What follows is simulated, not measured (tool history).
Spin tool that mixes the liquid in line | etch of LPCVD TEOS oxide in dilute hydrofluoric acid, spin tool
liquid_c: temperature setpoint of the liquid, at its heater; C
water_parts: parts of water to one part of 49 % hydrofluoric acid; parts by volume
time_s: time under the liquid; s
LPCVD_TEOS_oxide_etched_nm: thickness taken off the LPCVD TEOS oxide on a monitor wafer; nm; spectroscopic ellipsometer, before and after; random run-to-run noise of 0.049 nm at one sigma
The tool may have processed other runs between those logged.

run	hour	liquid_c	water_parts	time_s	LPCVD_TEOS_oxide_etched_nm
1	0.0	24	230	315	27.009
2	8.2	24	230	340	29.188
3	8.8	24	175	340	40.706
4	14.0	23	195	340	34.529
5	20.4	23	195	315	31.868
6	28.1	23	130	315	51.435

Predict the results of run 7:
7	36.5	22	150	315	?

LPCVD_TEOS_oxide_etched_nm: 42.000 nm
